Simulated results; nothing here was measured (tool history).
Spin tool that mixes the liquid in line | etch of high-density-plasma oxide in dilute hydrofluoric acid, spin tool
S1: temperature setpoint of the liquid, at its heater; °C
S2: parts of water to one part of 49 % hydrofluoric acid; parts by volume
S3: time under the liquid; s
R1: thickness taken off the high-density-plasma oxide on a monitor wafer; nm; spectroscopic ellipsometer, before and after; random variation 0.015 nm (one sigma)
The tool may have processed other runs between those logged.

run 1 hour=0.0 | S1=21.0 S2=105 S3=55 | R1=2.1961
run 2 hour=6.7 | S1=22.0 S2=105 S3=55 | R1=2.2730
run 3 hour=14.0 | S1=22.0 S2=125 S3=55 | R1=1.8632
run 4 hour=19.9 | S1=22.0 S2=125 S3=55 | R1=1.8487
run 5 hour=22.2 | S1=24.0 S2=125 S3=55 | R1=2.0042
run 6 hour=23.4 | S1=25.5 S2=125 S3=55 | R1=2.1127

Run 7 is up next; what results do you expect?
run 7 hour=30.3 | S1=26.5 S2=125 S3=55 | R1=?

{"run 7": {"R1": 2.2113}}

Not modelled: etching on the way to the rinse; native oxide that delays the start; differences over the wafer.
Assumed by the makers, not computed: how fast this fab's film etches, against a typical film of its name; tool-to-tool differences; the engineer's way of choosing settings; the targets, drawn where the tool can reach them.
